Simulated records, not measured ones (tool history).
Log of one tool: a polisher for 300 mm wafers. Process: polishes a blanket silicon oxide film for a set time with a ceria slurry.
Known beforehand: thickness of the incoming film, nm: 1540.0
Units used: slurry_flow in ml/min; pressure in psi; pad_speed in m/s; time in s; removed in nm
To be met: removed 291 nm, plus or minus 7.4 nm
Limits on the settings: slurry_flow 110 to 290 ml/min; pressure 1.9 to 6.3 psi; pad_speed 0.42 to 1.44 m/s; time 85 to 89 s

{"run": 1, "hour": 0.0, "slurry_flow": 185, "pressure": 4.1, "pad_speed": 0.92, "time": 85, "removed": 414.93}
{"run": 2, "hour": 2.0, "slurry_flow": 180, "pressure": 3.8, "pad_speed": 0.92, "time": 85, "removed": 384.9}
{"run": 3, "hour": 3.2, "slurry_flow": 175, "pressure": 3.5, "pad_speed": 0.92, "time": 85, "removed": 360.44}
{"run": 4, "hour": 9.0, "slurry_flow": 210, "pressure": 3.5, "pad_speed": 0.92, "time": 85, "removed": 369.74}
{"run": 5, "hour": 17.3, "slurry_flow": 210, "pressure": 4.4, "pad_speed": 0.92, "time": 85, "removed": 446.76}
{"run": 6, "hour": 22.2, "slurry_flow": 205, "pressure": 3.9, "pad_speed": 0.92, "time": 85, "removed": 403.31}
{"run": 7, "hour": 28.2, "slurry_flow": 195, "pressure": 3.6, "pad_speed": 0.92, "time": 85, "removed": 379.12}
{"run": 8, "hour": 32.4, "slurry_flow": 185, "pressure": 3.3, "pad_speed": 0.92, "time": 85, "removed": 351.33}
{"run": 9, "hour": 38.8, "slurry_flow": 180, "pressure": 3.1, "pad_speed": 0.92, "time": 85, "removed": 333.56}
{"run": 10, "hour": 45.0, "slurry_flow": 175, "pressure": 3, "pad_speed": 0.92, "time": 85, "removed": 324.94}
{"run": 11, "hour": 48.9, "slurry_flow": 170, "pressure": 2.9, "pad_speed": 0.92, "time": 85, "removed": 314.85}
{"run": 12, "hour": 51.9, "slurry_flow": 170, "pressure": 2.9, "pad_speed": 0.92, "time": 85, "removed": 315.77}
{"run": 13, "hour": 54.5, "slurry_flow": 165, "pressure": 2.8, "pad_speed": 0.92, "time": 85, "removed": 306.83}

Which single option among these 4 for the next run brings every result within its allowed miss of target? Just one does.
{"run": "A", "hour": 57.1, "slurry_flow": 185, "pressure": 3.5, "pad_speed": 0.74, "time": 89, "removed": "?"}
{"run": "B", "hour": 57.1, "slurry_flow": 175, "pressure": 2.5, "pad_speed": 0.9, "time": 85, "removed": "?"}
{"run": "C", "hour": 57.1, "slurry_flow": 140, "pressure": 2.5, "pad_speed": 1.04, "time": 85, "removed": "?"}
{"run": "D", "hour": 57.1, "slurry_flow": 155, "pressure": 3, "pad_speed": 0.84, "time": 85, "removed": "?"}

move=A removed=309.69
move=B removed=278.83
move=C removed=309.31
move=D removed=290.62
A: the biggest miss grows against the last run
B: takes the biggest miss from the last run beyond its target
C: the biggest miss grows against the last run
D: all results land within tolerance of their targets
The right move is D.
